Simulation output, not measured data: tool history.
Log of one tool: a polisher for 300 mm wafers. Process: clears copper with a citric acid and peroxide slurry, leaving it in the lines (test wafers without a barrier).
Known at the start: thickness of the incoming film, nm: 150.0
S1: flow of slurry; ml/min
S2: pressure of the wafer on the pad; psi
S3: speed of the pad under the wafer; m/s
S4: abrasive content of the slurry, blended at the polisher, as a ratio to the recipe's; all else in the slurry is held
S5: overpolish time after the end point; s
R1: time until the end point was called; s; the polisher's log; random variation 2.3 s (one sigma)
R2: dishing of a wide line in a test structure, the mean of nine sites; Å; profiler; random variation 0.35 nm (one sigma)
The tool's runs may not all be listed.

Run 1, hour 0.0: S1 125 ml/min, S2 2.8 psi, S3 0.90 m/s, S4 1.0, S5 23 s. Result: R1 76.631 s, R2 361.56 Å.
Run 2, hour 7.6: S1 120 ml/min, S2 2.6 psi, S3 0.90 m/s, S4 1.0, S5 23 s. Result: R1 79.702 s, R2 334.41 Å.
Run 3, hour 13.3: S1 120 ml/min, S2 2.6 psi, S3 0.90 m/s, S4 0.8, S5 23 s. Result: R1 82.000 s, R2 323.75 Å.
Run 4, hour 21.0: S1 120 ml/min, S2 2.6 psi, S3 0.90 m/s, S4 1.0, S5 23 s. Result: R1 79.140 s, R2 334.10 Å.
Run 5, hour 27.9: S1 140 ml/min, S2 2.6 psi, S3 0.90 m/s, S4 1.0, S5 23 s. Result: R1 78.800 s, R2 344.83 Å.
Run 6, hour 28.5: S1 110 ml/min, S2 2.6 psi, S3 0.90 m/s, S4 1.0, S5 23 s. Result: R1 81.089 s, R2 339.95 Å.
Run 7, hour 31.7: S1 110 ml/min, S2 2.4 psi, S3 0.90 m/s, S4 1.0, S5 23 s. Result: R1 90.934 s, R2 316.58 Å.

Forecast run 8:
Run 8, hour 37.4: S1 110 ml/min, S2 2.3 psi, S3 0.90 m/s, S4 1.0, S5 23 s. Result: R1 ?, R2 ?.

Run 8 gave R1 94.482 s, R2 297.43 Å.
